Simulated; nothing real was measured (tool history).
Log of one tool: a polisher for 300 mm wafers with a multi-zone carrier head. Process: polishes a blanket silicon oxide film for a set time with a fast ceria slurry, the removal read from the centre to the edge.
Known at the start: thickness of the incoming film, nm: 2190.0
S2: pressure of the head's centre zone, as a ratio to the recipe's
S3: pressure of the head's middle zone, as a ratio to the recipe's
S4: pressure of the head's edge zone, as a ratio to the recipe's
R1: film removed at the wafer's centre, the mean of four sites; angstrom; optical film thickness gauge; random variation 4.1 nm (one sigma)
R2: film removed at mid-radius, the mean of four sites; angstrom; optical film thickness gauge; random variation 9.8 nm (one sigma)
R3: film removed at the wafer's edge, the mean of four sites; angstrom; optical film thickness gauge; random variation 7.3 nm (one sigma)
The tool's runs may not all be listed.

Run 1, hour 0: flow of slurry (ml/min) 135, S2 1, S3 1, S4 1, polishing time (s) 38. Result: R1 4660 angstrom, R2 5018.4 angstrom, R3 4793.8 angstrom.
Run 2, hour 4.5: flow of slurry (ml/min) 140, S2 1.01, S3 1.02, S4 1.03, polishing time (s) 39. Result: R1 4950.7 angstrom, R2 5278.7 angstrom, R3 5117 angstrom.
Run 3, hour 5.9: flow of slurry (ml/min) 110, S2 1.01, S3 1.02, S4 1.03, polishing time (s) 39. Result: R1 4618.4 angstrom, R2 4947.9 angstrom, R3 4884.9 angstrom.
Run 4, hour 7.2: flow of slurry (ml/min) 110, S2 1.01, S3 0.97, S4 1.03, polishing time (s) 39. Result: R1 4597.3 angstrom, R2 4683.2 angstrom, R3 4892.2 angstrom.
Run 5, hour 10.6: flow of slurry (ml/min) 110, S2 1.01, S3 0.97, S4 0.97, polishing time (s) 39. Result: R1 4623.5 angstrom, R2 4824.2 angstrom, R3 4694.9 angstrom.
Run 6, hour 17: flow of slurry (ml/min) 125, S2 1.02, S3 1.01, S4 1.01, polishing time (s) 40. Result: R1 4924.6 angstrom, R2 5089.5 angstrom, R3 5065.4 angstrom.

Run 7 comes next. What will it give?
Run 7, hour 25.4: flow of slurry (ml/min) 140, S2 1.03, S3 1.04, S4 1.03, polishing time (s) 41. Result: R1 ?, R2 ?, R3 ?.

Run 7 gave R1 5241.8 angstrom, R2 5552.9 angstrom, R3 5291.1 angstrom.
